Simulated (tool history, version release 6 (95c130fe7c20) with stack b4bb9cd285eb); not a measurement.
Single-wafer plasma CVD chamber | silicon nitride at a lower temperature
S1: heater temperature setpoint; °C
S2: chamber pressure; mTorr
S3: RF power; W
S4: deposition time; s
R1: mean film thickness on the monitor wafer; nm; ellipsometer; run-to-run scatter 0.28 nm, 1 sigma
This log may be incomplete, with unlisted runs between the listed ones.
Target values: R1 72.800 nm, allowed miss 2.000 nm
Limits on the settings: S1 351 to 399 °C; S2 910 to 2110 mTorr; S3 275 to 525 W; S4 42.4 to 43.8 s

run  hour   S1    S2   S3    S4      R1
  1   0.0  375  1510  400  42.4  59.799
  2   6.5  375  1570  415  42.6  62.326
  3  13.1  375  1570  415  43.8  64.381
  4  18.7  375  1570  415  43.8  64.536
  5  24.4  386  1570  415  43.8  63.853
  6  31.2  386  1770  415  43.8  65.667
  7  39.0  386  1810  425  43.8  67.325
  8  42.1  386  1840  430  43.8  67.636
  9  46.5  386  1840  430  43.8  68.269

5 next moves are on the table. One of them brings every result within its allowed miss. Which?
  A  50.9  386  2040  425  43.6   ?
  B  50.9  388  1780  435  43.8   ?
  C  50.9  395  2110  405  43.8   ?
  D  50.9  399  2110  505  43.8   ?
  E  50.9  391  1990  455  43.8   ?

move      R1
   A  69.081
   B  68.152
   C  67.273
   D  78.104
   E  72.260
A: moves toward the targets from the last run without getting all of them in spec
B: as far off as the last run
C: misses by more than the last run did
D: moves the result that the last run missed by most past its target, out the other side
E: meets every target
Move E is the one to make.
